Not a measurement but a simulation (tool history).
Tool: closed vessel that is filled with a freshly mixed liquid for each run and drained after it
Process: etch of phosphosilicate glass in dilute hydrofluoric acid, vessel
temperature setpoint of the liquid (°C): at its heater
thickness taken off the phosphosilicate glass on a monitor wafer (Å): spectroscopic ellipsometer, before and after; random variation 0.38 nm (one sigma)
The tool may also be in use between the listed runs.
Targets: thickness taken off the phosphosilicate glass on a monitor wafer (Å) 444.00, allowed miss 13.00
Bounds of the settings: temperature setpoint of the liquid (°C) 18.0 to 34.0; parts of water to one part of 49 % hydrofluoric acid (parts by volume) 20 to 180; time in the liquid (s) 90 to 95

| run | day | temperature setpoint of the liquid (°C) | parts of water to one part of 49 % hydrofluoric acid (parts by volume) | time in the liquid (s) | thickness taken off the phosphosilicate glass on a monitor wafer (Å) |
|---|---|---|---|---|---|
| 1 | 0.000 | 26.0 | 100 | 90 | 531.37 |
| 2 | 0.100 | 29.0 | 100 | 90 | 603.33 |
| 3 | 0.258 | 29.0 | 100 | 90 | 600.93 |
| 4 | 0.338 | 29.0 | 75 | 90 | 839.96 |
| 5 | 0.442 | 25.5 | 75 | 90 | 729.60 |
| 6 | 0.750 | 23.0 | 75 | 90 | 657.82 |
| 7 | 0.796 | 22.0 | 80 | 90 | 601.33 |
| 8 | 1.054 | 21.0 | 85 | 90 | 525.02 |
| 9 | 1.154 | 20.5 | 85 | 90 | 521.98 |
| 10 | 1.242 | 20.0 | 85 | 90 | 509.50 |

Which of these 5 next moves meets every target?
| A | 1.329 | 20.0 | 85 | 95 | ? |
| B | 1.329 | 18.5 | 90 | 90 | ? |
| C | 1.329 | 25.5 | 90 | 95 | ? |
| D | 1.329 | 19.5 | 75 | 95 | ? |
| E | 1.329 | 22.0 | 90 | 95 | ? |

| move | thickness taken off the phosphosilicate glass on a monitor wafer (Å) |
|---|---|
| A | 538.11 |
| B | 449.76 |
| C | 630.91 |
| D | 604.14 |
| E | 548.49 |
A: further off than the last run
B: meets every target
C: further off than the last run
D: further off than the last run
E: further off than the last run
Move B is the one to make.
